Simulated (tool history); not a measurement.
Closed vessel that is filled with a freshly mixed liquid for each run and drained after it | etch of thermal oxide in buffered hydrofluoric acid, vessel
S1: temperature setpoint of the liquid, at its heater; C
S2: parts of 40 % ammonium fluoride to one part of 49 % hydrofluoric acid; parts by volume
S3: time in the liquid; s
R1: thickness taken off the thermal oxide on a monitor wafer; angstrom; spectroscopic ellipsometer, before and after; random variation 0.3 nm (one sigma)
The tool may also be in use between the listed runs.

| run | day | S1 | S2 | S3 | R1 |
|---|---|---|---|---|---|
| 1 | 0.000 | 23.0 | 10.0 | 30 | 328.08 |
| 2 | 0.062 | 24.5 | 10.0 | 30 | 358.90 |
| 3 | 0.154 | 21.5 | 10.0 | 30 | 305.13 |
| 4 | 0.238 | 21.5 | 10.0 | 30 | 308.64 |
| 5 | 0.421 | 21.5 | 10.0 | 30 | 306.75 |
| 6 | 0.662 | 20.0 | 10.0 | 30 | 279.90 |
| 7 | 1.029 | 22.0 | 10.0 | 30 | 311.44 |
| 8 | 1.242 | 23.5 | 10.0 | 30 | 341.07 |

Forecast run 9:
| 9 | 1.329 | 25.0 | 10.0 | 30 | ? |

Run 9 gave R1 363.84 angstrom.
